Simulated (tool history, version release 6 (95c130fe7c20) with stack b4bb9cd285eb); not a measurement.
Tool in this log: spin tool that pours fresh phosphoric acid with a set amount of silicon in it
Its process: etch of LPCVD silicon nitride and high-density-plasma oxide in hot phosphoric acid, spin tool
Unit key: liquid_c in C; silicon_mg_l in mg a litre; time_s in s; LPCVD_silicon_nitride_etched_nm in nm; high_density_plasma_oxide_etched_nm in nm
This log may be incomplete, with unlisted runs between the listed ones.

run	hour	liquid_c	silicon_mg_l	time_s	LPCVD_silicon_nitride_etched_nm	high_density_plasma_oxide_etched_nm
1	0	163	14.5	180	14.507	0.51568
2	3.8	164	15.5	205	17.063	0.56217
3	5.4	164	15.5	180	15.075	0.41531
4	8	164.5	14	205	17.671	0.60609
5	12.6	164.5	14	265	22.69	0.66028
6	16.1	165	12	270	23.176	0.80206

Expected results for the next run?
7	19.6	165.5	12	275	?	?

Logged for run 7: LPCVD_silicon_nitride_etched_nm 24.299 nm, high_density_plasma_oxide_etched_nm 0.88438 nm.
